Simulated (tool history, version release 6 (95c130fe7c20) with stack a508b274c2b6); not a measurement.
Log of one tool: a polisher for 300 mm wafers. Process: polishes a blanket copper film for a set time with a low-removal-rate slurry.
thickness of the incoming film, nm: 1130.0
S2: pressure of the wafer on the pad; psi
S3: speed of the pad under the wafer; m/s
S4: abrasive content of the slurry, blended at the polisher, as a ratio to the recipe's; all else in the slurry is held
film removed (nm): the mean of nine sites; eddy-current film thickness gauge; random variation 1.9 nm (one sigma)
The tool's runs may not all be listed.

run 1 day=0.000 | flow_of_slurry_(ml/min)=190 S2=2.7 S3=0.90 S4=1.00 polishing_time_(s)=40 | film_removed_(nm)=115.49
run 2 day=0.112 | flow_of_slurry_(ml/min)=190 S2=2.7 S3=0.90 S4=1.10 polishing_time_(s)=40 | film_removed_(nm)=116.23
run 3 day=0.450 | flow_of_slurry_(ml/min)=190 S2=2.7 S3=0.98 S4=1.10 polishing_time_(s)=40 | film_removed_(nm)=126.92
run 4 day=0.800 | flow_of_slurry_(ml/min)=190 S2=2.7 S3=0.98 S4=0.95 polishing_time_(s)=40 | film_removed_(nm)=124.54
run 5 day=0.892 | flow_of_slurry_(ml/min)=230 S2=2.7 S3=0.98 S4=0.95 polishing_time_(s)=40 | film_removed_(nm)=125.32
run 6 day=1.117 | flow_of_slurry_(ml/min)=230 S2=2.7 S3=0.98 S4=0.95 polishing_time_(s)=35 | film_removed_(nm)=112.85
run 7 day=1.329 | flow_of_slurry_(ml/min)=230 S2=2.9 S3=0.98 S4=0.95 polishing_time_(s)=35 | film_removed_(nm)=118.99
run 8 day=1.462 | flow_of_slurry_(ml/min)=230 S2=3.1 S3=1.00 S4=0.95 polishing_time_(s)=35 | film_removed_(nm)=127.84
run 9 day=1.579 | flow_of_slurry_(ml/min)=235 S2=3.8 S3=1.02 S4=0.95 polishing_time_(s)=35 | film_removed_(nm)=162.47
run 10 day=1.738 | flow_of_slurry_(ml/min)=235 S2=3.8 S3=1.02 S4=0.95 polishing_time_(s)=35 | film_removed_(nm)=161.16

Forecast run 11:
run 11 day=1.808 | flow_of_slurry_(ml/min)=235 S2=3.9 S3=1.02 S4=0.95 polishing_time_(s)=35 | film_removed_(nm)=?

{"run 11": {"film removed (nm)": 163.49}}
